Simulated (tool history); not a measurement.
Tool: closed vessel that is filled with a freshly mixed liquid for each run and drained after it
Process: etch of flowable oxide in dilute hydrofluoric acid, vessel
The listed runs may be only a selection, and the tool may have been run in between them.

run,hour,temperature setpoint of the liquid (K),parts of water to one part of 49 % hydrofluoric acid (parts by volume),time in the liquid (s),thickness taken off the flowable oxide on a monitor wafer (nm)
1,0.0,294.15,55,90,49.133
2,5.4,294.15,70,90,37.890
3,10.7,296.15,65,90,44.869
4,16.9,296.15,75,90,38.880
5,22.0,297.65,65,90,48.558
6,25.8,296.15,65,90,45.602
7,29.3,297.65,60,90,52.472
8,36.7,297.65,60,90,53.264
9,37.7,301.65,40,90,95.736
10,41.2,301.15,40,90,92.682

Predict the results of run 11:
11,48.5,300.65,40,90,?

{"run 11": {"thickness taken off the flowable oxide on a monitor wafer (nm)": 93.001}}

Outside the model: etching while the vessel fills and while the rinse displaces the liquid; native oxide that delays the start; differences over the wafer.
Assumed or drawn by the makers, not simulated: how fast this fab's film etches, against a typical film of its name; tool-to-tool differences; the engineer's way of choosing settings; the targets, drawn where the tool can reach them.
